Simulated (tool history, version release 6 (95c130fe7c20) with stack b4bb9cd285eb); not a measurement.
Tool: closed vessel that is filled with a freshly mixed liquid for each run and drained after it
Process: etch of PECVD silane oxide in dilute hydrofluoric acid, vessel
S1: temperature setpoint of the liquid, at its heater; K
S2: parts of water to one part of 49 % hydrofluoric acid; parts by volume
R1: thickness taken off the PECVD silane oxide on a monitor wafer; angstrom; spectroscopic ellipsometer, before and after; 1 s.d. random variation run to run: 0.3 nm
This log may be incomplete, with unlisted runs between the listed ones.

run 1 day=0 | S1=297.15 S2=55 time_in_the_liquid_(s)=90 | R1=596.51
run 2 day=0.358 | S1=297.15 S2=55 time_in_the_liquid_(s)=100 | R1=657.74
run 3 day=0.408 | S1=297.15 S2=55 time_in_the_liquid_(s)=100 | R1=648.73
run 4 day=0.588 | S1=297.15 S2=55 time_in_the_liquid_(s)=90 | R1=591.12
run 5 day=0.75 | S1=297.15 S2=55 time_in_the_liquid_(s)=100 | R1=649.75
run 6 day=0.817 | S1=295.15 S2=55 time_in_the_liquid_(s)=100 | R1=605.69
run 7 day=1.067 | S1=293.65 S2=55 time_in_the_liquid_(s)=100 | R1=572.22
run 8 day=1.442 | S1=292.65 S2=55 time_in_the_liquid_(s)=100 | R1=539.3
run 9 day=1.8 | S1=292.15 S2=55 time_in_the_liquid_(s)=100 | R1=536.43
run 10 day=1.971 | S1=291.65 S2=55 time_in_the_liquid_(s)=100 | R1=529.79
run 11 day=2.238 | S1=291.15 S2=55 time_in_the_liquid_(s)=100 | R1=516.63

Predict the results of run 12:
run 12 day=2.496 | S1=290.65 S2=55 time_in_the_liquid_(s)=100 | R1=?

Run 12 gave R1 502.43 angstrom.
